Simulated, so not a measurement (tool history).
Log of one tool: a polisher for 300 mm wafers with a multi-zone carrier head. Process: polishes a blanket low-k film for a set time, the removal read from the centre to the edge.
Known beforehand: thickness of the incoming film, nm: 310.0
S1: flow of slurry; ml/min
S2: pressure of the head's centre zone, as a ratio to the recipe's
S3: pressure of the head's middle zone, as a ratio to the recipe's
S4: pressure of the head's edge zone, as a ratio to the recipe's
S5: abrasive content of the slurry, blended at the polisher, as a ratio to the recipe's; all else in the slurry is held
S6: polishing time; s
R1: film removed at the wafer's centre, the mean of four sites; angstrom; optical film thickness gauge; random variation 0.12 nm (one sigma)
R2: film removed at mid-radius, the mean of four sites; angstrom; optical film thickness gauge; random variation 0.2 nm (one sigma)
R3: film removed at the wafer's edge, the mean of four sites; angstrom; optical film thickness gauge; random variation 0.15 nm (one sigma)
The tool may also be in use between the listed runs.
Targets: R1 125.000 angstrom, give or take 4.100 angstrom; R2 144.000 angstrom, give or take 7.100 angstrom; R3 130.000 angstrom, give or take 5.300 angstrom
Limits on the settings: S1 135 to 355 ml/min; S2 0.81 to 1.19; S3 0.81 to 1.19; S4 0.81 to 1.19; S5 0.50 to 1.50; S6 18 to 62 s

| run | hour | S1 | S2 | S3 | S4 | S5 | S6 | R1 | R2 | R3 |
|---|---|---|---|---|---|---|---|---|---|---|
| 1 | 0.0 | 225 | 1.00 | 1.00 | 1.00 | 1.00 | 40 | 99.145 | 101.890 | 101.470 |
| 2 | 5.2 | 200 | 1.00 | 1.00 | 1.00 | 1.00 | 40 | 97.344 | 99.723 | 103.330 |
| 3 | 11.8 | 165 | 1.00 | 1.00 | 1.00 | 1.00 | 40 | 93.408 | 95.398 | 98.157 |
| 4 | 19.3 | 165 | 1.00 | 1.00 | 1.00 | 1.15 | 40 | 100.080 | 103.940 | 104.390 |
| 5 | 25.1 | 165 | 1.00 | 1.00 | 1.00 | 1.15 | 48 | 122.180 | 125.240 | 130.010 |
| 6 | 27.8 | 165 | 0.92 | 1.00 | 1.00 | 1.15 | 48 | 112.880 | 124.740 | 124.830 |
| 7 | 29.8 | 190 | 0.93 | 1.02 | 0.99 | 1.15 | 48 | 117.080 | 132.770 | 128.430 |
| 8 | 31.3 | 205 | 0.94 | 1.03 | 0.97 | 1.15 | 48 | 121.080 | 132.560 | 125.310 |
| 9 | 36.5 | 215 | 0.94 | 1.05 | 0.98 | 1.15 | 48 | 121.350 | 140.130 | 128.950 |
| 10 | 38.0 | 220 | 0.94 | 1.05 | 0.98 | 1.15 | 48 | 123.700 | 134.690 | 129.200 |

Which of these 5 next moves meets every target?
| A | 39.5 | 230 | 0.89 | 1.06 | 0.90 | 1.20 | 49 | ? | ? | ? |
| B | 39.5 | 205 | 0.95 | 1.01 | 1.01 | 1.30 | 45 | ? | ? | ? |
| C | 39.5 | 215 | 0.98 | 1.02 | 1.02 | 1.10 | 48 | ? | ? | ? |
| D | 39.5 | 205 | 1.02 | 1.00 | 1.03 | 1.05 | 47 | ? | ? | ? |
| E | 39.5 | 220 | 1.00 | 0.93 | 1.09 | 1.15 | 46 | ? | ? | ? |

| move | R1 | R2 | R3 |
|---|---|---|---|
| A | 121.610 | 143.780 | 132.240 |
| B | 118.000 | 129.130 | 130.910 |
| C | 120.740 | 130.340 | 131.510 |
| D | 117.900 | 122.180 | 126.070 |
| E | 119.930 | 119.020 | 133.270 |
A: in spec on every target
B: misses by more than the last run did
C: misses by more than the last run did
D: misses by more than the last run did
E: misses by more than the last run did
Move A is the one to make.

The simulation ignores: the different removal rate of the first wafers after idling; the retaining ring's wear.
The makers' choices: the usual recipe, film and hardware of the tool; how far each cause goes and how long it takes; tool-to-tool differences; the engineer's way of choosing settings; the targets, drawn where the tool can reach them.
